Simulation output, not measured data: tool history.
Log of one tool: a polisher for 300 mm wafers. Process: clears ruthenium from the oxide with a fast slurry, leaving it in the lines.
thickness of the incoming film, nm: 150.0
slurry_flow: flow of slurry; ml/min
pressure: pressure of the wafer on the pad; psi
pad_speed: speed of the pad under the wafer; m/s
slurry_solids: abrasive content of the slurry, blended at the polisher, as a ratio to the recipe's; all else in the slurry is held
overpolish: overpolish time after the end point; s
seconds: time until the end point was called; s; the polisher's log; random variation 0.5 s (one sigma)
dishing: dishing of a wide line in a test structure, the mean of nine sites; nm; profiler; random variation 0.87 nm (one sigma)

run,hour,slurry_flow,pressure,pad_speed,slurry_solids,overpolish,seconds,dishing
1,0,190,2.7,1.28,1,24,33.077,60.987
2,7.1,190,2.8,1.28,1,19,32.58,51.653
3,8.7,190,2.9,1.28,1,15,31.174,42.926
4,16.1,190,3,1.28,1,14,29.169,42.781
5,21.8,190,3,1.28,0.85,14,32.241,40.342
6,30.6,190,3,1.02,0.85,14,36.505,36.889
# hour 39.1: worn pad replaced by a new one
7,39.1,190,3.2,1.02,0.85,13,32.121,37.881
8,46.7,190,3.3,1.02,0.85,13,30.425,37.734
9,55.3,190,3.4,1.02,0.85,13,30.138,40.337

Run 10 comes next. What will it give?
10,62.9,190,3.4,1.02,0.85,12,?,?

Run 10 gave seconds 30.268 s, dishing 36.593 nm.
